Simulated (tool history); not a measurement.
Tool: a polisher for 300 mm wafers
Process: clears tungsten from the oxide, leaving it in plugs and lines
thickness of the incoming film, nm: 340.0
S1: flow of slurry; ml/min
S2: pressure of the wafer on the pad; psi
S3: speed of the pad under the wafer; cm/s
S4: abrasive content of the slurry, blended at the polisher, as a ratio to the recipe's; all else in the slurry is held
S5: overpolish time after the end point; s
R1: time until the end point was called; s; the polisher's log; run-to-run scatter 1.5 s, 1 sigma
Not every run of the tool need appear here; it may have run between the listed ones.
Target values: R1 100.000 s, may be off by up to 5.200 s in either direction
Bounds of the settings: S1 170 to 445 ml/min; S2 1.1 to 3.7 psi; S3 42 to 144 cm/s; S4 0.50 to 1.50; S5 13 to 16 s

run 1 hour=0.0 | S1=285 S2=2.4 S3=92 S4=1.00 S5=16 | R1=152.140
run 2 hour=6.6 | S1=285 S2=2.6 S3=92 S4=1.00 S5=16 | R1=141.330
run 3 hour=14.4 | S1=250 S2=2.6 S3=92 S4=1.00 S5=16 | R1=141.680
run 4 hour=19.0 | S1=195 S2=2.6 S3=92 S4=1.00 S5=16 | R1=145.500
run 5 hour=26.2 | S1=195 S2=2.8 S3=92 S4=1.00 S5=16 | R1=136.140
run 6 hour=26.8 | S1=195 S2=2.8 S3=92 S4=0.85 S5=16 | R1=141.240
run 7 hour=29.0 | S1=195 S2=3.0 S3=92 S4=0.85 S5=16 | R1=129.230
run 8 hour=32.2 | S1=195 S2=3.1 S3=92 S4=0.85 S5=16 | R1=126.550
run 9 hour=33.2 | S1=195 S2=3.2 S3=92 S4=0.85 S5=16 | R1=124.130
run 10 hour=41.3 | S1=195 S2=3.3 S3=94 S4=0.85 S5=16 | R1=115.790

Exactly one of the 4 candidate moves below puts every result within its allowed miss. Which one?
run A hour=49.4 | S1=170 S2=3.0 S3=84 S4=0.90 S5=16 | R1=?
run B hour=49.4 | S1=170 S2=3.7 S3=88 S4=0.90 S5=16 | R1=?
run C hour=49.4 | S1=195 S2=3.7 S3=94 S4=1.00 S5=16 | R1=?
run D hour=49.4 | S1=170 S2=3.0 S3=98 S4=0.85 S5=16 | R1=?

move=A R1=139.170
move=B R1=108.370
move=C R1=97.712
move=D R1=121.460
A: moves away from the targets compared with the last run
B: moves toward the targets from the last run without getting all of them in spec
C: hits every target within its allowed miss
D: moves away from the targets compared with the last run
The right move is C.
